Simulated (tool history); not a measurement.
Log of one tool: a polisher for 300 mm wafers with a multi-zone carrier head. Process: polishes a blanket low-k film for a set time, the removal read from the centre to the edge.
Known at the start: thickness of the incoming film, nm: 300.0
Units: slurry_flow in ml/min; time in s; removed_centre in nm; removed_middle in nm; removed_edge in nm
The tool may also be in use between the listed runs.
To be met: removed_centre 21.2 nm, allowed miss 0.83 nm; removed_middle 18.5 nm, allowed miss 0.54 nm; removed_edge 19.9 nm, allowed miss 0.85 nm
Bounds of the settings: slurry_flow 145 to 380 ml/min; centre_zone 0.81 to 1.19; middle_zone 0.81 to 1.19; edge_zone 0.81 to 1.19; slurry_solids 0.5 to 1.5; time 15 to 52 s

Run 1, hour 0: slurry_flow 245 ml/min, centre_zone 1, middle_zone 1, edge_zone 1, slurry_solids 1, time 33 s. Result: removed_centre 14.728 nm, removed_middle 14.484 nm, removed_edge 14.673 nm.
Run 2, hour 8: slurry_flow 250 ml/min, centre_zone 1.02, middle_zone 1, edge_zone 1.03, slurry_solids 1.1, time 33 s. Result: removed_centre 15.777 nm, removed_middle 15.306 nm, removed_edge 15.57 nm.
Run 3, hour 12.1: slurry_flow 250 ml/min, centre_zone 1.02, middle_zone 1, edge_zone 1.03, slurry_solids 1, time 33 s. Result: removed_centre 14.874 nm, removed_middle 14.737 nm, removed_edge 14.529 nm.
Run 4, hour 15.1: slurry_flow 250 ml/min, centre_zone 1.02, middle_zone 1, edge_zone 1.03, slurry_solids 1.15, time 33 s. Result: removed_centre 16.36 nm, removed_middle 15.613 nm, removed_edge 15.25 nm.
Run 5, hour 21.8: slurry_flow 240 ml/min, centre_zone 1.01, middle_zone 0.98, edge_zone 1.04, slurry_solids 1.2, time 34 s. Result: removed_centre 16.825 nm, removed_middle 15.877 nm, removed_edge 16.172 nm.
Run 6, hour 29.4: slurry_flow 240 ml/min, centre_zone 1.01, middle_zone 0.95, edge_zone 1.04, slurry_solids 1.2, time 34 s. Result: removed_centre 16.472 nm, removed_middle 15.592 nm, removed_edge 16.462 nm.
Run 7, hour 35.3: slurry_flow 245 ml/min, centre_zone 1.02, middle_zone 0.94, edge_zone 1.05, slurry_solids 1.25, time 34 s. Result: removed_centre 17.19 nm, removed_middle 15.548 nm, removed_edge 16.636 nm.
Run 8, hour 37.7: slurry_flow 245 ml/min, centre_zone 1.02, middle_zone 0.94, edge_zone 1.06, slurry_solids 1.3, time 34 s. Result: removed_centre 17.614 nm, removed_middle 15.865 nm, removed_edge 16.855 nm.
Run 9, hour 44: slurry_flow 245 ml/min, centre_zone 1.02, middle_zone 0.94, edge_zone 1.07, slurry_solids 1.35, time 35 s. Result: removed_centre 18.339 nm, removed_middle 16.615 nm, removed_edge 17.913 nm.
Run 10, hour 52.9: slurry_flow 250 ml/min, centre_zone 1.03, middle_zone 0.95, edge_zone 1.09, slurry_solids 1.4, time 35 s. Result: removed_centre 18.819 nm, removed_middle 17.205 nm, removed_edge 18.561 nm.
Run 11, hour 58.1: slurry_flow 255 ml/min, centre_zone 1.05, middle_zone 0.95, edge_zone 1.1, slurry_solids 1.4, time 35 s. Result: removed_centre 19.02 nm, removed_middle 17.305 nm, removed_edge 18.597 nm.
Run 12, hour 59.8: slurry_flow 255 ml/min, centre_zone 1.05, middle_zone 0.95, edge_zone 1.1, slurry_solids 1.4, time 35 s. Result: removed_centre 19.124 nm, removed_middle 17.309 nm, removed_edge 19.009 nm.
Run 13, hour 62: slurry_flow 265 ml/min, centre_zone 1.07, middle_zone 0.96, edge_zone 1.1, slurry_solids 1.4, time 35 s. Result: removed_centre 19.575 nm, removed_middle 17.237 nm, removed_edge 18.386 nm.
Run 14, hour 68: slurry_flow 265 ml/min, centre_zone 1.07, middle_zone 0.96, edge_zone 1.1, slurry_solids 1.4, time 35 s. Result: removed_centre 19.758 nm, removed_middle 17.431 nm, removed_edge 18.369 nm.
Run 15, hour 68.8: slurry_flow 265 ml/min, centre_zone 1.08, middle_zone 0.96, edge_zone 1.11, slurry_solids 1.4, time 35 s. Result: removed_centre 19.888 nm, removed_middle 17.382 nm, removed_edge 18.826 nm.

Which of these 5 next moves meets every target?
Run A, hour 69.6: slurry_flow 260 ml/min, centre_zone 1.08, middle_zone 0.96, edge_zone 1.13, slurry_solids 1.4, time 37 s. Result: removed_centre ?, removed_middle ?, removed_edge ?.
Run B, hour 69.6: slurry_flow 240 ml/min, centre_zone 0.93, middle_zone 0.9, edge_zone 1.19, slurry_solids 1.3, time 38 s. Result: removed_centre ?, removed_middle ?, removed_edge ?.
Run C, hour 69.6: slurry_flow 210 ml/min, centre_zone 0.99, middle_zone 0.82, edge_zone 1.19, slurry_solids 1.25, time 39 s. Result: removed_centre ?, removed_middle ?, removed_edge ?.
Run D, hour 69.6: slurry_flow 280 ml/min, centre_zone 1.15, middle_zone 0.88, edge_zone 1.16, slurry_solids 1.4, time 36 s. Result: removed_centre ?, removed_middle ?, removed_edge ?.
Run E, hour 69.6: slurry_flow 250 ml/min, centre_zone 1.08, middle_zone 1.01, edge_zone 1.08, slurry_solids 1.4, time 33 s. Result: removed_centre ?, removed_middle ?, removed_edge ?.

move  removed_centre  removed_middle  removed_edge
   A          21.219          18.235        19.786
   B          18.003          17.081         20.14
   C          18.978          15.694        20.094
   D          22.178          16.629        19.653
   E          18.837          16.899        17.177
A: meets every target
B: further off than the last run
C: further off than the last run
D: further off than the last run
E: further off than the last run
The right move is A.
